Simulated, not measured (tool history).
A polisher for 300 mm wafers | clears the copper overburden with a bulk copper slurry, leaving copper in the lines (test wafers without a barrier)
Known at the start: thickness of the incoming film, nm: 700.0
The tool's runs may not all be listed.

run	day	flow of slurry (ml/min)	pressure of the wafer on the pad (psi)	speed of the pad under the wafer (cm/s)	abrasive content of the slurry	overpolish time after the end point (s)	time until the end point was called (s)	dishing of a wide line in a test structure (angstrom)
1	0.000	215	3.3	92	1.00	22	67.943	466.49
2	0.346	215	3.3	92	1.20	22	65.165	479.38
3	0.371	215	3.3	74	1.20	22	79.303	458.98
4	0.429	230	3.2	72	1.10	20	86.597	440.15
# day 0.508: worn pad replaced by a new one
5	0.508	245	3.1	72	1.00	18	81.513	441.01
6	0.554	255	2.9	70	0.95	16	90.272	421.11

Forecast run 7:
7	0.812	265	2.7	70	0.90	15	?	?

Run 7 gave time until the end point was called (s) 96.784, dishing of a wide line in a test structure (angstrom) 379.00.
